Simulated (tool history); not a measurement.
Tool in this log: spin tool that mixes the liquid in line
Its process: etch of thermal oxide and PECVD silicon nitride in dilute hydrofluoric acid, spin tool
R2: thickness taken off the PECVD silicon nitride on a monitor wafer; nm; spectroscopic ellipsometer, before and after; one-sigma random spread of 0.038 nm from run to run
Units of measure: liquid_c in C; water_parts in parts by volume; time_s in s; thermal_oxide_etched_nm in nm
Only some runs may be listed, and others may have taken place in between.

{"run": 1, "hour": 0.0, "liquid_c": 20.0, "water_parts": 60, "time_s": 180, "thermal_oxide_etched_nm": 14.438, "R2": 6.1633}
{"run": 2, "hour": 2.6, "liquid_c": 19.5, "water_parts": 60, "time_s": 180, "thermal_oxide_etched_nm": 14.012, "R2": 5.9491}
{"run": 3, "hour": 11.6, "liquid_c": 19.0, "water_parts": 60, "time_s": 180, "thermal_oxide_etched_nm": 13.721, "R2": 5.7496}
{"run": 4, "hour": 16.2, "liquid_c": 20.0, "water_parts": 60, "time_s": 180, "thermal_oxide_etched_nm": 14.304, "R2": 6.2424}
{"run": 5, "hour": 20.6, "liquid_c": 22.0, "water_parts": 60, "time_s": 180, "thermal_oxide_etched_nm": 15.545, "R2": 7.0727}
{"run": 6, "hour": 27.5, "liquid_c": 21.0, "water_parts": 60, "time_s": 180, "thermal_oxide_etched_nm": 15.013, "R2": 6.5982}
{"hour": 31.7, "done": "hydrofluoric acid flow meter replaced"}
{"run": 7, "hour": 31.7, "liquid_c": 20.5, "water_parts": 60, "time_s": 180, "thermal_oxide_etched_nm": 13.109, "R2": 5.7766}
{"run": 8, "hour": 35.6, "liquid_c": 20.0, "water_parts": 55, "time_s": 180, "thermal_oxide_etched_nm": 14.366, "R2": 6.123}
{"run": 9, "hour": 40.3, "liquid_c": 20.0, "water_parts": 50, "time_s": 180, "thermal_oxide_etched_nm": 15.589, "R2": 6.6237}
{"run": 10, "hour": 48.3, "liquid_c": 17.5, "water_parts": 45, "time_s": 180, "thermal_oxide_etched_nm": 15.787, "R2": 6.2353}
{"run": 11, "hour": 56.8, "liquid_c": 17.5, "water_parts": 50, "time_s": 180, "thermal_oxide_etched_nm": 14.218, "R2": 5.5613}

The next listed run, before its measurement:
{"run": 12, "hour": 65.2, "liquid_c": 18.0, "water_parts": 45, "time_s": 180, "thermal_oxide_etched_nm": "?", "R2": "?"}

thermal_oxide_etched_nm: 16.041 nm
R2: 6.4718 nm
